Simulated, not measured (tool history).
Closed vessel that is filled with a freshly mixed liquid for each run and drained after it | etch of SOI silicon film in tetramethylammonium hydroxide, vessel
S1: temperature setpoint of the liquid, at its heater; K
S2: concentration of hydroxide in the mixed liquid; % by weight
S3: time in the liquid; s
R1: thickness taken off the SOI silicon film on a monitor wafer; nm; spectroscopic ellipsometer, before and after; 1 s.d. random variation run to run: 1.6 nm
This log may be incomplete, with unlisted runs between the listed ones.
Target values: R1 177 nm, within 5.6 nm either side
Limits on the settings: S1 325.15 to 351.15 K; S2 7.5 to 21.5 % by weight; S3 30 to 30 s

run  hour      S1    S2  S3      R1
  1     0  338.15  14.5  30  118.71
  2   5.5  338.15  14.5  30  122.02
  3   6.8  338.65  14.5  30  125.35
  4  10.6  338.65  12.5  30  134.21
  5  13.9  339.15  12.5  30  137.08
  6  15.4  339.15  12.5  30  138.42
  7  20.6  339.65  12.5  30     141
  8  29.1  344.15  12.5  30  185.03
  9  32.2  344.15  12.5  30  184.62

5 candidate next runs follow, results not yet known. Just one meets every target within its allowed miss. Identify it.
  A  35.3  342.15    10  30   ?
  B  35.3  346.65  15.5  30   ?
  C  35.3  345.65    13  30   ?
  D  35.3  346.15    13  30   ?
  E  35.3  345.15  13.5  30   ?

move      R1
   A  179.25
   B  194.02
   C  199.03
   D  204.87
   E  189.96
A: meets every target
B: the biggest miss grows against the last run
C: the biggest miss grows against the last run
D: the biggest miss grows against the last run
E: the biggest miss grows against the last run
Answer: A
